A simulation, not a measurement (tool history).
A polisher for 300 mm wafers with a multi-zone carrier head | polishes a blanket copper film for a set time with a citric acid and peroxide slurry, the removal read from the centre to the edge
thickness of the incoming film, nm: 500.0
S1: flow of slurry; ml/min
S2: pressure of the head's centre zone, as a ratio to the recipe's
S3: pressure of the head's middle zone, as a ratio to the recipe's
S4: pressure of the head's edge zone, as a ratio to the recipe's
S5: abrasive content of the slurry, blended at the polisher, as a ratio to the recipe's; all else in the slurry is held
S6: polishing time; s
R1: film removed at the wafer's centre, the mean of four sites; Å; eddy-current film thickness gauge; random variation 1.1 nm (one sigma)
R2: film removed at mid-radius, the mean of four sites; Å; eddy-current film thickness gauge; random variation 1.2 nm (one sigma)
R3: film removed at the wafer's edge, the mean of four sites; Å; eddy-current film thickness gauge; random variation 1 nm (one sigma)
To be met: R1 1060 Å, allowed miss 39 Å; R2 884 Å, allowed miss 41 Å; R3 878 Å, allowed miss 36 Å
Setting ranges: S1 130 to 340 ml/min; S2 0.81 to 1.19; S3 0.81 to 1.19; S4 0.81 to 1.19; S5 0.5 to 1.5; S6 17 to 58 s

run  hour   S1    S2    S3    S4    S5  S6      R1      R2      R3
  1     0  220     1     1     1     1  37  1606.5  1525.3  1490.8
  2   6.2  220  1.02  0.97  0.96  0.85  33  1370.7  1221.6  1218.1
  3  11.9  220  1.02  0.96  0.92  0.75  32  1294.5  1104.9  1114.8
  4    20  220  1.02  0.96  0.85  0.75  32    1305  1130.3    1079
       29  -- centre zone pressure recalibrated
  5    29  240  1.02  0.96  0.85  0.75  32  1213.7  1128.6  1104.5
  6  30.9  240  1.02  0.96  0.85  0.85  32    1268  1184.4  1143.1
  7  32.2  220  0.99  0.94  0.84  0.75  31  1141.6    1065  1050.8
  8  32.9  200  0.99  0.93  0.83  0.65  31  1050.6  970.29  974.76
  9  38.4  185  1.01  0.93  0.82   0.6  31  1021.8  956.15  946.07
 10  42.9  210  1.11   0.9  0.81   0.5  29  982.27  799.99   805.1
 11  49.6  225   1.1  0.91  0.83   0.5  29  968.06  817.15  836.05
 12  53.1  230  1.11  0.93  0.85   0.5  29  993.68  820.22  828.98
 13  57.6  230  1.11  0.93  0.85   0.5  29  979.14  830.92  832.86
 14    66  235  1.12  0.94  0.87   0.5  29   992.7   856.4  837.04
 15  71.6  235  1.12  0.94  0.87   0.5  29  990.82  827.29  849.04
 16  73.4  235  1.13  0.95  0.87   0.5  29  990.54  848.41  849.53

Which one of the following 4 next-run settings gets every result inside its allowed miss? There is exactly one.
  A  75.2  250  1.07  1.02  0.89   0.5  32   ?   ?   ?
  B  75.2  250  1.06  0.99  0.91   0.5  32   ?   ?   ?
  C  75.2  290  1.13  0.93  0.84  0.55  28   ?   ?   ?
  D  75.2  235  1.13  1.19  0.82   0.6  26   ?   ?   ?

move      R1      R2      R3
   A  1056.9  1037.5  938.28
   B  1048.9  1011.7   945.5
   C  1031.2  895.75  857.15
   D  970.05  1040.1  803.08
A: puts the biggest miss on target and leaves a different result outside tolerance
B: puts the biggest miss on target and leaves a different result outside tolerance
C: every result within its allowed miss
D: lands further from the targets than the last run did
Correct choice: C, which meets every target

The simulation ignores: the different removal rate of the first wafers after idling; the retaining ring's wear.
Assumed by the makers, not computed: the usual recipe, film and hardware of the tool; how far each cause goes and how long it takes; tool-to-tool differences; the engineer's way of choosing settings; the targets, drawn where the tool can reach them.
